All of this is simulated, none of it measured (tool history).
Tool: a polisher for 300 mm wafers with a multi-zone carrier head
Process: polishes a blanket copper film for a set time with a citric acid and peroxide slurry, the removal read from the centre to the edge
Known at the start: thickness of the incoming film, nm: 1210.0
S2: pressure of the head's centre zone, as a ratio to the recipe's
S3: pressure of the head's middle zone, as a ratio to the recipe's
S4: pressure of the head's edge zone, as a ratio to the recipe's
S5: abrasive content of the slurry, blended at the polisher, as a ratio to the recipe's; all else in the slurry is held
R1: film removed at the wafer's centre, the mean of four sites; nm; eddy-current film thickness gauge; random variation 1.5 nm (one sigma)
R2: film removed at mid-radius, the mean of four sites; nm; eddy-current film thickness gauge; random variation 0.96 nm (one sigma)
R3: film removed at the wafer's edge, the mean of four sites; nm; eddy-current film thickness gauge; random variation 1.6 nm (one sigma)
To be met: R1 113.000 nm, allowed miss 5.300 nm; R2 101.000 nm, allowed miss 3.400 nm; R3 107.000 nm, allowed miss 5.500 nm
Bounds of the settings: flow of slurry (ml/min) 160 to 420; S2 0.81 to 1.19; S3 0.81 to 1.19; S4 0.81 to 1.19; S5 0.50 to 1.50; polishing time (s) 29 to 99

run 1 hour=0.0 | flow_of_slurry_(ml/min)=270 S2=1.00 S3=1.00 S4=1.00 S5=1.00 polishing_time_(s)=64 | R1=74.662 R2=75.048 R3=75.565
run 2 hour=8.0 | flow_of_slurry_(ml/min)=270 S2=1.00 S3=1.00 S4=1.04 S5=1.00 polishing_time_(s)=64 | R1=73.957 R2=74.617 R3=75.046
run 3 hour=10.6 | flow_of_slurry_(ml/min)=270 S2=1.00 S3=1.00 S4=1.12 S5=1.00 polishing_time_(s)=64 | R1=73.199 R2=74.634 R3=77.702
run 4 hour=17.8 | flow_of_slurry_(ml/min)=270 S2=1.00 S3=1.07 S4=1.12 S5=1.00 polishing_time_(s)=64 | R1=73.462 R2=78.472 R3=77.678
run 5 hour=23.7 | flow_of_slurry_(ml/min)=270 S2=1.03 S3=1.05 S4=1.13 S5=1.10 polishing_time_(s)=68 | R1=83.550 R2=86.063 R3=85.965
run 6 hour=28.1 | flow_of_slurry_(ml/min)=270 S2=1.10 S3=1.05 S4=1.13 S5=1.10 polishing_time_(s)=68 | R1=90.252 R2=85.702 R3=85.871
run 7 hour=35.4 | flow_of_slurry_(ml/min)=270 S2=1.11 S3=1.04 S4=1.14 S5=1.20 polishing_time_(s)=70 | R1=94.777 R2=88.645 R3=95.251
run 8 hour=36.0 | flow_of_slurry_(ml/min)=280 S2=1.13 S3=1.05 S4=1.13 S5=1.25 polishing_time_(s)=71 | R1=97.417 R2=92.199 R3=94.827

4 next moves are on the table. One of them brings every result within its allowed miss. Which?
run A hour=36.6 | flow_of_slurry_(ml/min)=320 S2=1.11 S3=0.99 S4=1.10 S5=1.00 polishing_time_(s)=86 | R1=? R2=? R3=?
run B hour=36.6 | flow_of_slurry_(ml/min)=305 S2=1.02 S3=0.82 S4=1.19 S5=1.50 polishing_time_(s)=83 | R1=? R2=? R3=?
run C hour=36.6 | flow_of_slurry_(ml/min)=295 S2=1.06 S3=0.92 S4=1.19 S5=1.50 polishing_time_(s)=81 | R1=? R2=? R3=?
run D hour=36.6 | flow_of_slurry_(ml/min)=265 S2=1.05 S3=1.04 S4=1.17 S5=1.35 polishing_time_(s)=76 | R1=? R2=? R3=?

move=A R1=112.160 R2=101.140 R3=104.600
move=B R1=111.780 R2=94.072 R3=118.820
move=C R1=113.040 R2=100.570 R3=115.500
move=D R1=100.560 R2=100.190 R3=102.990
A: meets every target
B: brings the result that was furthest off to its target, and leaves another outside
C: brings the result that was furthest off to its target, and leaves another outside
D: nearer than the last run, and not there yet
Answer: A

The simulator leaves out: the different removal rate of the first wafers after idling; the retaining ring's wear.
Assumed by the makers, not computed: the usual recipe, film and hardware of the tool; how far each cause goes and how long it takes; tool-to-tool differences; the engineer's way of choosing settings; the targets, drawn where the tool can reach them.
